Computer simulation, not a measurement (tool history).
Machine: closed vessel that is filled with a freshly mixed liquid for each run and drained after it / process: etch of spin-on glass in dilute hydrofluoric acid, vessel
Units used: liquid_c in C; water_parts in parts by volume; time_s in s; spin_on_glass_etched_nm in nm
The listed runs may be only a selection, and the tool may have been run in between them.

run  hour  liquid_c  water_parts  time_s  spin_on_glass_etched_nm
  1     0        22           95     150                   39.261
  2     5      24.5           95     150                   43.316
  3  12.4        22           95     150                    39.16
  4  20.4      24.5           85     150                   48.524
  5  24.3      26.5           80     150                   55.601
  6  28.8      27.5           75     150                   63.407
  7    32        28           75     150                   64.324

Run 8, settings as shown, results not yet in. Your forecast:
  8  41.3      28.5           75     150                        ?

spin_on_glass_etched_nm: 65.258 nm
